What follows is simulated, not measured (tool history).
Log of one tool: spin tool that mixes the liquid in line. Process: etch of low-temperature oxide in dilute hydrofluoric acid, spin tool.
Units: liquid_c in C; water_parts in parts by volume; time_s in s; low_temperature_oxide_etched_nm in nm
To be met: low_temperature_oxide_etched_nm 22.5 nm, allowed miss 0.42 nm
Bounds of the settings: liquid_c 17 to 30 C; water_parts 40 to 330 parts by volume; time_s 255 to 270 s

run  hour  liquid_c  water_parts  time_s  low_temperature_oxide_etched_nm
  1     0        22          185     255                           13.101
  2   7.9      20.5          185     255                            12.16
  3    15      20.5          185     255                           12.222
  4    18      21.5          180     255                           13.267
  5  23.8      23.5          180     255                           14.463
  6  25.5      23.5          180     255                           14.471
  7  31.4      24.5          175     255                           15.364
  8  35.9        25          170     255                           16.203
  9  42.3      25.5          165     255                           17.086
 10  48.2        26          165     255                           17.412
 11  49.1      26.5          165     255                           17.933
 12  55.5        27          165     255                           18.012
 13  61.9      27.5          165     255                           18.308
 14  70.7      27.5          165     255                            18.46
 15  72.3        28          165     255                           18.829
 16  75.9        29          155     255                           20.904

5 next moves are on the table. One of them brings every result within its allowed miss. Which?
  A  79.5        26          155     255                                ?
  B  79.5        30          175     265                                ?
  C  79.5        30          155     255                                ?
  D  79.5        29          170     270                                ?
  E  79.5        30          150     255                                ?

move  low_temperature_oxide_etched_nm
   A                            18.68
   B                           19.398
   C                           21.622
   D                           19.759
   E                           22.489
A: further off than the last run
B: further off than the last run
C: nearer than the last run, and not there yet
D: further off than the last run
E: meets every target
Answer: E

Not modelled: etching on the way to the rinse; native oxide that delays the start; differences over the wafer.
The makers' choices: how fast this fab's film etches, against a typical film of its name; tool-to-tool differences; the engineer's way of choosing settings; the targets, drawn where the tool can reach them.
